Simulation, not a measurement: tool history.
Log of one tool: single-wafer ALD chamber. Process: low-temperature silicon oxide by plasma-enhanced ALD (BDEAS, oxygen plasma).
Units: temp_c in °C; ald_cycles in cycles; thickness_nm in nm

| run | hour | temp_c | ald_cycles | thickness_nm |
|---|---|---|---|---|
| 1 | 0.0 | 110 | 42 | 5.5734 |
| 2 | 4.8 | 110 | 47 | 6.2236 |
| 3 | 7.7 | 108 | 47 | 6.2613 |
| 4 | 10.0 | 106 | 47 | 6.2684 |
| 5 | 17.5 | 105 | 47 | 6.2848 |
| 6 | 24.7 | 105 | 43 | 5.7592 |
| 7 | 29.4 | 93 | 50 | 6.8962 |
| 8 | 33.9 | 94 | 50 | 6.8730 |
| 9 | 41.0 | 95 | 50 | 6.8573 |
| 10 | 44.6 | 95 | 50 | 6.8611 |

The next listed run, before its measurement:
| 11 | 45.5 | 107 | 49 | ? |

thickness_nm: 6.5231 nm
